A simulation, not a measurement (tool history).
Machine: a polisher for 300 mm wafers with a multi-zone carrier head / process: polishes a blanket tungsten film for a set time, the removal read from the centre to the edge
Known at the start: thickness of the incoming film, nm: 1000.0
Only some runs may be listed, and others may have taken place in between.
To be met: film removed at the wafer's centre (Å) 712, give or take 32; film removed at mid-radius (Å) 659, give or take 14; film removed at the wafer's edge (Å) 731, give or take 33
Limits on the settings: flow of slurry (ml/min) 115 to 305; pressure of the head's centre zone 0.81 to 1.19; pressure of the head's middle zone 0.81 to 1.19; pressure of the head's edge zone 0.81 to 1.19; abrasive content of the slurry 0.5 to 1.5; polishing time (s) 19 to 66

run    day  flow of slurry (ml/min)  pressure of the head's centre zone  pressure of the head's middle zone  pressure of the head's edge zone  abrasive content of the slurry  polishing time (s)  film removed at the wafer's centre (Å)  film removed at mid-radius (Å)  film removed at the wafer's edge (Å)
  1      0                      195                                   1                                   1                                 1                               1                  42                                  1165.5                          1141.8                                1192.4
  2  0.029                      185                                0.99                                0.97                              0.97                             0.9                  39                                    1041                          1008.5                                1024.8
  3  0.367                      175                                0.97                                0.93                              0.98                             0.8                  37                                  922.83                          894.16                                949.36
  4  0.504                      175                                0.97                                0.93                              0.98                             0.8                  32                                  802.66                          777.29                                825.27
  5  0.767                      175                                0.94                                0.93                              0.98                             0.8                  32                                  779.85                          775.61                                818.58
  6  1.083                      175                                0.94                                0.93                              0.92                             0.8                  32                                  780.91                          778.14                                801.78
  7  1.396                      165                                0.94                                 0.9                              0.91                            0.75                  32                                  783.87                          738.06                                 769.4
  8  1.546                      160                                0.93                                0.88                              0.91                            0.75                  32                                  759.56                          718.88                                778.88
  9  1.654                      155                                0.92                                0.87                               0.9                            0.75                  32                                  734.87                          712.15                                769.03
 10  1.708                      150                                0.92                                0.86                              0.89                            0.75                  32                                  744.05                          705.64                                758.51
 11  1.867                      145                                0.92                                0.85                              0.89                            0.75                  32                                  738.55                          688.55                                778.86
 12  2.212                      145                                0.92                                0.85                              0.88                            0.75                  32                                  723.69                          689.52                                 770.5
 13  2.458                      145                                0.92                                0.85                              0.87                             0.7                  32                                  717.81                             685                                734.78
 14  2.804                      140                                0.92                                0.84                              0.87                             0.7                  32                                  722.66                          676.69                                743.24

4 next moves are on the table. One of them brings every result within its allowed miss. Which?
  A  3.15                      135                                0.92                                 0.9                               0.9                            0.75                  31                                       ?                               ?                                     ?
  B  3.15                      160                                0.95                                0.87                              0.95                             0.5                  32                                       ?                               ?                                     ?
  C  3.15                      140                                 0.9                                0.84                              0.81                            0.75                  33                                       ?                               ?                                     ?
  D  3.15                      210                                 0.9                                0.83                              0.81                             0.5                  34                                       ?                               ?                                     ?

move  film removed at the wafer's centre (Å)  film removed at mid-radius (Å)  film removed at the wafer's edge (Å)
   A                                   709.6                          699.16                                758.58
   B                                  708.59                          658.13                                749.14
   C                                  744.43                          706.49                                773.51
   D                                  742.71                          694.09                                757.85
A: misses by more than the last run did
B: every result within its allowed miss
C: misses by more than the last run did
D: misses by more than the last run did
Move B is the one to make.
